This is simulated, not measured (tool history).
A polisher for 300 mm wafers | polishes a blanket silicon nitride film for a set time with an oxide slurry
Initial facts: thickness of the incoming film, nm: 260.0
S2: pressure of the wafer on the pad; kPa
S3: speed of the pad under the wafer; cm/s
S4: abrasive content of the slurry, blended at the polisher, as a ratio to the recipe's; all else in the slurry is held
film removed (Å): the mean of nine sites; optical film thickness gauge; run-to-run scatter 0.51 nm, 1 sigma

run 1 day=0 | flow_of_slurry_(ml/min)=305 S2=29.6 S3=98 S4=1 polishing_time_(s)=56 | film_removed_(Å)=511.74
run 2 day=0.288 | flow_of_slurry_(ml/min)=305 S2=29.6 S3=98 S4=1 polishing_time_(s)=50 | film_removed_(Å)=454
run 3 day=0.446 | flow_of_slurry_(ml/min)=305 S2=29.6 S3=98 S4=1 polishing_time_(s)=56 | film_removed_(Å)=527.75
run 4 day=0.804 | flow_of_slurry_(ml/min)=305 S2=29.6 S3=98 S4=1 polishing_time_(s)=56 | film_removed_(Å)=518.65
run 5 day=0.942 | flow_of_slurry_(ml/min)=305 S2=29.6 S3=98 S4=1 polishing_time_(s)=56 | film_removed_(Å)=514.16
run 6 day=1.183 | flow_of_slurry_(ml/min)=305 S2=28.3 S3=98 S4=1 polishing_time_(s)=56 | film_removed_(Å)=498.76

Run 7 has not been measured yet. What should we expect?
run 7 day=1.217 | flow_of_slurry_(ml/min)=305 S2=26.9 S3=98 S4=1 polishing_time_(s)=56 | film_removed_(Å)=?

Run 7 came out at film removed (Å) 470.02.
